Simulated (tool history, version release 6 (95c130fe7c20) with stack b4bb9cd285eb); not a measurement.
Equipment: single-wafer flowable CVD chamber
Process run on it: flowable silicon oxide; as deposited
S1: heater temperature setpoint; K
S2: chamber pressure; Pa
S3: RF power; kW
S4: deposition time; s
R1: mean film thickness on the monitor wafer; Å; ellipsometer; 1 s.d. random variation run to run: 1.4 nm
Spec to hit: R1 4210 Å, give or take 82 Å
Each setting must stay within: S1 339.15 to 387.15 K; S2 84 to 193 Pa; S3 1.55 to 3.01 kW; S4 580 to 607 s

| run | hour | S1 | S2 | S3 | S4 | R1 |
|---|---|---|---|---|---|---|
| 1 | 0 | 363.15 | 139 | 2.28 | 607 | 6796.5 |
| 2 | 4.9 | 368.15 | 139 | 2.28 | 607 | 5595.7 |
| 3 | 10.5 | 371.15 | 139 | 2.28 | 607 | 5043.8 |
| 4 | 12.8 | 366.15 | 139 | 2.28 | 607 | 6031.5 |
| 5 | 15.8 | 366.15 | 148 | 2.28 | 607 | 6401.1 |
| 6 | 20.4 | 370.15 | 148 | 2.28 | 607 | 5521.6 |
| 7 | 28.1 | 372.15 | 148 | 2.28 | 607 | 5168.6 |
| 8 | 32.2 | 380.15 | 148 | 2.28 | 607 | 3780.6 |
| 9 | 36.2 | 379.15 | 148 | 2.28 | 607 | 3943.5 |
| 10 | 38.1 | 378.15 | 148 | 2.28 | 607 | 4069.8 |

5 candidate next runs follow, results not yet known. Just one meets every target within its allowed miss. Identify it.
| A | 40 | 377.15 | 159 | 2.015 | 607 | ? |
| B | 40 | 378.15 | 148 | 2.215 | 598 | ? |
| C | 40 | 376.15 | 136 | 2.285 | 600 | ? |
| D | 40 | 373.15 | 135 | 2.275 | 604 | ? |
| E | 40 | 376.15 | 141 | 2.34 | 607 | ? |

| move | R1 |
|---|---|
| A | 4468.8 |
| B | 4016.4 |
| C | 4023.4 |
| D | 4497.3 |
| E | 4235.2 |
A: moves the result that the last run missed by most past its target, out the other side
B: misses by more than the last run did
C: misses by more than the last run did
D: moves the result that the last run missed by most past its target, out the other side
E: all results land within tolerance of their targets
So the answer is move E, the one that meets all the targets.

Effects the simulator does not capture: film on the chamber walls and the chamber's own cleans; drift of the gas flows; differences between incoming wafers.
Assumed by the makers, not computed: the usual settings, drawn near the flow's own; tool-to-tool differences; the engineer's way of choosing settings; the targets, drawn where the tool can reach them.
